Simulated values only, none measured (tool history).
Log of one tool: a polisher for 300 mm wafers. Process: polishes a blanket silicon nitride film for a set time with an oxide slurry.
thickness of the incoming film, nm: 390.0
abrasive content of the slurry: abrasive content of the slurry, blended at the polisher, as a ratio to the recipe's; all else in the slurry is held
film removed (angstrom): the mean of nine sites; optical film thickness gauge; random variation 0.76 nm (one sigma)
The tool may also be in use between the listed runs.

run    day  flow of slurry (ml/min)  pressure of the wafer on the pad (kPa)  speed of the pad under the wafer (m/s)  abrasive content of the slurry  polishing time (s)  film removed (angstrom)
  1  0.000                      270                                    33.1                                    0.86                             1.0                 107                   750.98
  2  0.200                      270                                    31.7                                    0.86                             1.0                 107                   730.68
  3  0.362                      330                                    31.7                                    0.86                             1.0                 107                   739.48
  4  0.538                      380                                    31.7                                    0.86                             1.0                 107                   755.40
  5  0.588                      415                                    31.7                                    0.86                             1.0                 107                   773.03
  6  0.712                      415                                    31.7                                    0.86                             1.0                 107                   747.20
  7  0.796                      415                                    31.0                                    0.86                             1.0                 107                   733.33
  8  0.929                      415                                    30.3                                    0.86                             1.0                 107                   740.02

Run 9 comes next. What will it give?
  9  1.204                      415                                    29.0                                    0.86                             1.0                 107                        ?

{"run 9": {"film removed (angstrom)": 708.7}}

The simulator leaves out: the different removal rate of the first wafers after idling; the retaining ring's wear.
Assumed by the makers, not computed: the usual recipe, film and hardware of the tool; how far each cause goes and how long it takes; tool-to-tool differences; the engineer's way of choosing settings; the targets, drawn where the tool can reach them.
